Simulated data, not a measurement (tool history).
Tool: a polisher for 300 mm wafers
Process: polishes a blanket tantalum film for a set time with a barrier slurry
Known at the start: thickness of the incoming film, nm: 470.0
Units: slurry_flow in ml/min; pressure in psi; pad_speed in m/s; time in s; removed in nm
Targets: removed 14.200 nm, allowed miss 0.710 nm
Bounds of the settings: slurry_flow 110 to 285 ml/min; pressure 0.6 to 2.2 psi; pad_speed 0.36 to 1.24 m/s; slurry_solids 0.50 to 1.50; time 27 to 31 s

run  hour  slurry_flow  pressure  pad_speed  slurry_solids  time  removed
  1   0.0          180       1.4       0.80           1.00    31   21.879
  2   7.3          180       1.4       0.80           0.80    31   19.683
  3  14.6          180       1.3       0.80           0.80    31   18.765
  4  17.6          180       1.3       0.80           0.80    31   18.330
  5  23.8          180       1.1       0.80           0.80    31   16.090
  6  26.5          180       1.4       0.80           0.80    31   20.031
  7  31.9          180       1.3       0.80           0.80    31   18.174
  8  37.9          180       1.2       0.80           0.80    31   17.222
  9  46.7          180       0.9       0.78           0.80    31   12.909

4 next moves are on the table. One of them brings every result within its allowed miss. Which?
  A  55.5          160       1.0       0.62           1.00    27        ?
  B  55.5          145       0.7       0.98           0.75    31        ?
  C  55.5          215       1.0       0.66           1.00    31        ?
  D  55.5          160       1.0       0.60           0.90    31        ?

move  removed
   A   11.098
   B   11.249
   C   13.917
   D   11.812
A: further off than the last run
B: further off than the last run
C: meets every target
D: further off than the last run
Answer: C

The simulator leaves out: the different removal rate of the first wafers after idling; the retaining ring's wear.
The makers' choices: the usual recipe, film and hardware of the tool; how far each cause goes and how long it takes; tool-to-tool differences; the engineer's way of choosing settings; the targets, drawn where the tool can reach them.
